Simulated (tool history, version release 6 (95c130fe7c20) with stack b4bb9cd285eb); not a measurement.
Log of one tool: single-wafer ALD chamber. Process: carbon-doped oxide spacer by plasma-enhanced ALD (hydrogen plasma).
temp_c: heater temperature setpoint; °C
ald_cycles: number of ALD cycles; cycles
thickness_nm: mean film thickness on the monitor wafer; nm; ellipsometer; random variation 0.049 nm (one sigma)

run 1 hour=0 | temp_c=405 ald_cycles=330 | thickness_nm=16.674
run 2 hour=6.9 | temp_c=399 ald_cycles=330 | thickness_nm=16.782
run 3 hour=11 | temp_c=407 ald_cycles=330 | thickness_nm=16.577
run 4 hour=16.9 | temp_c=407 ald_cycles=310 | thickness_nm=15.533
run 5 hour=22.5 | temp_c=396 ald_cycles=310 | thickness_nm=15.672
run 6 hour=26.4 | temp_c=396 ald_cycles=324 | thickness_nm=16.438
run 7 hour=29.9 | temp_c=396 ald_cycles=333 | thickness_nm=16.864

Run 8 comes next. What will it give?
run 8 hour=37.2 | temp_c=396 ald_cycles=340 | thickness_nm=?

{"run 8": {"thickness_nm": 17.245}}

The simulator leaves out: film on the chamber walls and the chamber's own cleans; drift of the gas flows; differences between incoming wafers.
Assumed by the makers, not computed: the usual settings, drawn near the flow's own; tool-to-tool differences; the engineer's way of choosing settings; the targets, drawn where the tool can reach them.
